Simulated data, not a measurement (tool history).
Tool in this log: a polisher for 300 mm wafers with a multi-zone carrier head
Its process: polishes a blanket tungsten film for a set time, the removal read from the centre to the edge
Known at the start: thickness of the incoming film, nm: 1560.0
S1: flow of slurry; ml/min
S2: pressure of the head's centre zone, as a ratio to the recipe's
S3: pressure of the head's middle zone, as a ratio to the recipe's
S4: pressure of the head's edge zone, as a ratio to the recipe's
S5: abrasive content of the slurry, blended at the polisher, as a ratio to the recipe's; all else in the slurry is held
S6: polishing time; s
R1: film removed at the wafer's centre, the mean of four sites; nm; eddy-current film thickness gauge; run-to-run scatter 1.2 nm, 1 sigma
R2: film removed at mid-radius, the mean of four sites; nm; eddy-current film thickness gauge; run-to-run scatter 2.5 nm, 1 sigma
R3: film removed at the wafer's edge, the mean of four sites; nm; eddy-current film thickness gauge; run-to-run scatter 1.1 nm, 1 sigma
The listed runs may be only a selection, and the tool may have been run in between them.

run  hour   S1    S2    S3    S4    S5  S6      R1      R2      R3
  1     0  320     1     1     1     1  32  123.07  123.41  121.47
  2   1.7  320     1  1.03     1     1  32  122.09  128.57  121.23
  3   8.8  325  1.02  1.05  1.03   1.1  33  131.46  135.57  130.81
  4   9.7  335  1.03  1.08  1.03   1.2  34  138.24  143.36  137.68
  5    14  335  0.94  1.08  1.03   1.2  34  126.86  144.19  136.02
  6  15.1  340  0.96   1.1  1.02  1.25  35  133.69  149.25  139.94

Run 7 has not been measured yet. What should we expect?
  7    16  340  0.97  1.12  1.01  1.3  36   ?   ?   ?

{"run 7": {"R1": 142.4, "R2": 162.51, "R3": 145.3}}
